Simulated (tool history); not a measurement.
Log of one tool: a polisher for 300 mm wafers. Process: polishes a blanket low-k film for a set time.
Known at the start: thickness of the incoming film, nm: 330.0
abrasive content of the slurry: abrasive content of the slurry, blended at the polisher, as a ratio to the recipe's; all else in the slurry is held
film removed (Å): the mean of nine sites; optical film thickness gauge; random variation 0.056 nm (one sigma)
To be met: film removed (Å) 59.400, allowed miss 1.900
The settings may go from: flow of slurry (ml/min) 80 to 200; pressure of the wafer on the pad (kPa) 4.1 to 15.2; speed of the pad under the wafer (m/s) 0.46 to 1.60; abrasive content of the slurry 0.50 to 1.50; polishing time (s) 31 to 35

run	hour	flow of slurry (ml/min)	pressure of the wafer on the pad (kPa)	speed of the pad under the wafer (m/s)	abrasive content of the slurry	polishing time (s)	film removed (Å)
1	0.0	130	9.7	1.02	1.00	35	91.048
2	1.9	125	8.3	1.02	1.00	35	77.282
3	4.2	125	8.3	1.12	1.00	35	82.768
4	5.8	120	7.6	1.12	1.00	35	76.770
5	13.8	120	7.6	1.12	1.10	35	79.015
6	16.7	115	6.9	1.12	1.10	35	71.642
7	22.9	110	6.2	1.12	1.10	35	64.045
8	29.5	105	6.2	1.12	1.10	35	62.726
9	33.5	100	6.2	1.12	1.10	35	62.423

Pick the move, out of 5, that brings all results within their allowed miss; only one does.
A	37.5	140	6.9	1.16	1.10	31	?
B	37.5	120	4.8	1.40	1.00	35	?
C	37.5	90	6.2	1.42	0.95	35	?
D	37.5	90	6.9	1.10	1.30	35	?
E	37.5	140	5.5	1.20	1.50	33	?

move	film removed (Å)
A	67.906
B	59.186
C	68.702
D	69.718
E	67.044
A: its largest miss is bigger than the last run's
B: every result within its allowed miss
C: its largest miss is bigger than the last run's
D: its largest miss is bigger than the last run's
E: its largest miss is bigger than the last run's
B is the move that brings every result within its allowed miss.
